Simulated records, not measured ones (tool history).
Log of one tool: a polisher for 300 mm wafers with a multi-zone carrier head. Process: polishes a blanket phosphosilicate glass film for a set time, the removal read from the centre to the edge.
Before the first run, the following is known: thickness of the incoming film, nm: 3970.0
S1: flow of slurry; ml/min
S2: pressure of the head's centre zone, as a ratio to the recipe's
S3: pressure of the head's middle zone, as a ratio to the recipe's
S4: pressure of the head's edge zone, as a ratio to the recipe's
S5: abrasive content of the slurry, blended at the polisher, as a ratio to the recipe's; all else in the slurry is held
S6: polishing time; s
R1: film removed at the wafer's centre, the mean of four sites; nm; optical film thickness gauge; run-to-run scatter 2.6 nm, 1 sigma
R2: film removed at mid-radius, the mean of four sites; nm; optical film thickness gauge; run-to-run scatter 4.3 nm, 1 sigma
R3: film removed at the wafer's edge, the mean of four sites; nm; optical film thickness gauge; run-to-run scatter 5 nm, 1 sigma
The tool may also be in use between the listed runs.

run 1 hour=0.0 | S1=255 S2=1.00 S3=1.00 S4=1.00 S5=1.00 S6=31 | R1=299.61 R2=295.95 R3=298.42
run 2 hour=6.8 | S1=255 S2=1.00 S3=1.00 S4=1.00 S5=0.95 S6=31 | R1=301.16 R2=289.57 R3=293.56
run 3 hour=10.2 | S1=265 S2=1.03 S3=1.02 S4=1.02 S5=1.00 S6=31 | R1=309.68 R2=303.50 R3=308.12
run 4 hour=13.7 | S1=270 S2=1.06 S3=1.03 S4=1.01 S5=1.05 S6=31 | R1=324.44 R2=313.13 R3=311.68
run 5 hour=21.7 | S1=275 S2=1.08 S3=1.04 S4=1.01 S5=1.10 S6=31 | R1=335.77 R2=319.35 R3=309.17
run 6 hour=23.7 | S1=275 S2=1.13 S3=1.04 S4=1.01 S5=1.10 S6=31 | R1=351.82 R2=318.03 R3=315.13
run 7 hour=26.1 | S1=280 S2=1.14 S3=1.05 S4=1.02 S5=1.15 S6=31 | R1=359.12 R2=322.14 R3=323.51

What will run 8 give?
run 8 hour=33.8 | S1=285 S2=1.15 S3=1.06 S4=1.02 S5=1.15 S6=31 | R1=? R2=? R3=?

{"run 8": {"R1": 364.55, "R2": 330.97, "R3": 321.17}}
